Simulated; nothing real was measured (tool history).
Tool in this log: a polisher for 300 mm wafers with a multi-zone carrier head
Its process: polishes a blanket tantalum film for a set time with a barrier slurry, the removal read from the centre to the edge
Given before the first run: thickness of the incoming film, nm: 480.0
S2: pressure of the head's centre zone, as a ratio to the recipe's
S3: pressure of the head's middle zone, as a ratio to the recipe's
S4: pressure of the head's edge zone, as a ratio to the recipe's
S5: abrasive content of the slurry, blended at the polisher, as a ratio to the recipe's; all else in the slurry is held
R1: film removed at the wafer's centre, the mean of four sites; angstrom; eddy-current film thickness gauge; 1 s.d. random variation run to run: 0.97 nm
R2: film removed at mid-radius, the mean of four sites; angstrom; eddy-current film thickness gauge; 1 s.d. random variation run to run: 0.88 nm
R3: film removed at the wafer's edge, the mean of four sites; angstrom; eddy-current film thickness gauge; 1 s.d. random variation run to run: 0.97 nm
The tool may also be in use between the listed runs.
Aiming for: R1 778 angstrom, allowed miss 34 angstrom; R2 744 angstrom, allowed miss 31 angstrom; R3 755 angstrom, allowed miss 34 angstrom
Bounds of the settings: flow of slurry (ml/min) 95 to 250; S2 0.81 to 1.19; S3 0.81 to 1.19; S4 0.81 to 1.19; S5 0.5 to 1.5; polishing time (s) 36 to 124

{"run": 1, "hour": 0.0, "flow of slurry (ml/min)": 160, "S2": 1, "S3": 1, "S4": 1, "S5": 1, "polishing time (s)": 79, "R1": 1303.4, "R2": 1256.8, "R3": 1284}
{"run": 2, "hour": 1.7, "flow of slurry (ml/min)": 180, "S2": 1, "S3": 1, "S4": 1, "S5": 1, "polishing time (s)": 79, "R1": 1323.3, "R2": 1279.2, "R3": 1322.5}
{"run": 3, "hour": 2.8, "flow of slurry (ml/min)": 180, "S2": 1, "S3": 1, "S4": 1.03, "S5": 1, "polishing time (s)": 79, "R1": 1303.5, "R2": 1271.1, "R3": 1309.9}
{"run": 4, "hour": 7.9, "flow of slurry (ml/min)": 170, "S2": 1, "S3": 1, "S4": 1.02, "S5": 0.9, "polishing time (s)": 71, "R1": 1100.8, "R2": 1093.3, "R3": 1133.7}
{"run": 5, "hour": 8.7, "flow of slurry (ml/min)": 170, "S2": 0.93, "S3": 1, "S4": 1.02, "S5": 0.9, "polishing time (s)": 71, "R1": 1034.3, "R2": 1099.1, "R3": 1107.7}
{"run": 6, "hour": 10.9, "flow of slurry (ml/min)": 170, "S2": 0.93, "S3": 1, "S4": 1.02, "S5": 0.9, "polishing time (s)": 52, "R1": 750.42, "R2": 814.99, "R3": 843.37}
{"run": 7, "hour": 18.5, "flow of slurry (ml/min)": 165, "S2": 0.95, "S3": 0.99, "S4": 0.98, "S5": 0.85, "polishing time (s)": 52, "R1": 752.68, "R2": 775.86, "R3": 781.06}
{"run": 8, "hour": 19.6, "flow of slurry (ml/min)": 165, "S2": 0.96, "S3": 0.98, "S4": 0.97, "S5": 0.85, "polishing time (s)": 52, "R1": 772.4, "R2": 768.92, "R3": 775.53}
{"run": 9, "hour": 27.9, "flow of slurry (ml/min)": 160, "S2": 0.97, "S3": 0.97, "S4": 0.96, "S5": 0.85, "polishing time (s)": 52, "R1": 770.1, "R2": 759.66, "R3": 794.83}
{"run": 10, "hour": 34.0, "flow of slurry (ml/min)": 190, "S2": 1.01, "S3": 0.98, "S4": 0.95, "S5": 0.65, "polishing time (s)": 51, "R1": 730.05, "R2": 678.98, "R3": 704.78}
{"run": 11, "hour": 36.5, "flow of slurry (ml/min)": 185, "S2": 1.02, "S3": 1.03, "S4": 0.99, "S5": 0.8, "polishing time (s)": 52, "R1": 811.35, "R2": 793.23, "R3": 796.38}
{"run": 12, "hour": 44.1, "flow of slurry (ml/min)": 185, "S2": 1.01, "S3": 1.02, "S4": 0.98, "S5": 0.8, "polishing time (s)": 52, "R1": 809.58, "R2": 789.89, "R3": 789.72}

Which one of the following 4 next-run settings gets every result inside its allowed miss? There is exactly one.
{"run": "A", "hour": 51.7, "flow of slurry (ml/min)": 205, "S2": 1.03, "S3": 1.01, "S4": 1, "S5": 0.85, "polishing time (s)": 47, "R1": "?", "R2": "?", "R3": "?"}
{"run": "B", "hour": 51.7, "flow of slurry (ml/min)": 185, "S2": 0.9, "S3": 1.06, "S4": 1.02, "S5": 0.9, "polishing time (s)": 51, "R1": "?", "R2": "?", "R3": "?"}
{"run": "C", "hour": 51.7, "flow of slurry (ml/min)": 155, "S2": 0.97, "S3": 1.03, "S4": 1.08, "S5": 0.6, "polishing time (s)": 60, "R1": "?", "R2": "?", "R3": "?"}
{"run": "D", "hour": 51.7, "flow of slurry (ml/min)": 190, "S2": 1.01, "S3": 1.07, "S4": 0.88, "S5": 0.85, "polishing time (s)": 54, "R1": "?", "R2": "?", "R3": "?"}

move=A R1=755.03 R2=745.73 R3=749.49
move=B R1=719.02 R2=849.33 R3=829.23
move=C R1=742.38 R2=795.99 R3=826.02
move=D R1=841.1 R2=890.82 R3=804.3
A: all results in spec
B: the biggest miss grows against the last run
C: the biggest miss grows against the last run
D: the biggest miss grows against the last run
Go with A: it meets all targets.
